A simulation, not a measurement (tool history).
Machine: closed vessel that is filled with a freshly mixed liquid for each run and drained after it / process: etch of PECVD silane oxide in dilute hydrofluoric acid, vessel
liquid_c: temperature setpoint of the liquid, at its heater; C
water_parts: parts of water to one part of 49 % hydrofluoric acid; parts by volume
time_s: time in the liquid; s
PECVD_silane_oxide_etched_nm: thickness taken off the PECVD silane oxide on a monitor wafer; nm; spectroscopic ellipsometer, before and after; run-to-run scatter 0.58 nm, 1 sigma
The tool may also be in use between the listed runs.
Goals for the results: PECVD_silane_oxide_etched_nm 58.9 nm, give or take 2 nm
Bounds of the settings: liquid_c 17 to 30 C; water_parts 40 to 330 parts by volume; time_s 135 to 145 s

run	hour	liquid_c	water_parts	time_s	PECVD_silane_oxide_etched_nm
1	0	22	185	135	16.952
2	1.8	22	185	145	18.354
3	3.1	23.5	155	145	24.386
4	10.7	25	135	145	29.976
5	11.8	28.5	135	145	34.101
6	13.3	29	120	145	40.124
7	17.8	29	110	145	44.881
8	21.8	29	105	145	46.769
9	28.9	29	100	145	49.527
10	31.8	29	95	145	51.981
11	36.5	29.5	90	145	56.963

5 candidate next runs follow, results not yet known. Just one meets every target within its allowed miss. Identify it.
A	41.2	29.5	90	140	?
B	41.2	30	90	135	?
C	41.2	29.5	85	140	?
D	41.2	30	95	145	?
E	41.2	27	85	145	?

move	PECVD_silane_oxide_etched_nm
A	53.915
B	52.972
C	57.507
D	53.506
E	54.143
A: further off than the last run
B: further off than the last run
C: every result lands within tolerance
D: further off than the last run
E: further off than the last run
So the answer is move C, the one that meets all the targets.
